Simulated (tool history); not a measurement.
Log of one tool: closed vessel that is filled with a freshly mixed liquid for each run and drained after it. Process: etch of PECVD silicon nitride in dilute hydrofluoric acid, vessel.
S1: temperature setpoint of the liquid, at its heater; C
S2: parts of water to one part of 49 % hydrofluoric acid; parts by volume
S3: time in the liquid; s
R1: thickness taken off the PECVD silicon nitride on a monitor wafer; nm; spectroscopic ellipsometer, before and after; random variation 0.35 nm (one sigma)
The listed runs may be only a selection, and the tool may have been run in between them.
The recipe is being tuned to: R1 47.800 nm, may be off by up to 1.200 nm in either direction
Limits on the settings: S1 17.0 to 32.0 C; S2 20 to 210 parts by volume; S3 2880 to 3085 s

run,day,S1,S2,S3,R1
1,0.000,24.0,115,2880,53.387
2,0.138,23.5,115,2880,51.017
3,0.450,23.5,115,2880,51.146
4,0.592,23.5,80,2880,71.923
5,0.946,22.5,80,2880,68.020
6,1.162,26.0,80,2880,85.212
7,1.425,22.0,80,2880,65.461
8,1.450,21.0,80,2880,61.125
9,1.746,20.5,80,2880,60.321
10,1.875,20.0,80,2880,57.472
11,2.046,19.5,80,2880,55.235
12,2.288,19.5,80,2880,55.543
13,2.442,19.0,80,2880,54.462
14,2.654,18.5,80,2880,51.751

Which one of the following 5 next-run settings gets every result inside its allowed miss? There is exactly one.
A,2.867,19.0,90,2880,?
B,2.867,18.5,95,3000,?
C,2.867,20.5,90,2965,?
D,2.867,19.0,75,2980,?
E,2.867,17.5,75,3055,?

move,R1
A,47.660
B,45.505
C,54.376
D,58.896
E,54.384
A: in spec on every target
B: the result that was furthest off in the last run now lies on the other side of its target
C: further off than the last run
D: further off than the last run
E: further off than the last run
Go with A: it meets all targets.
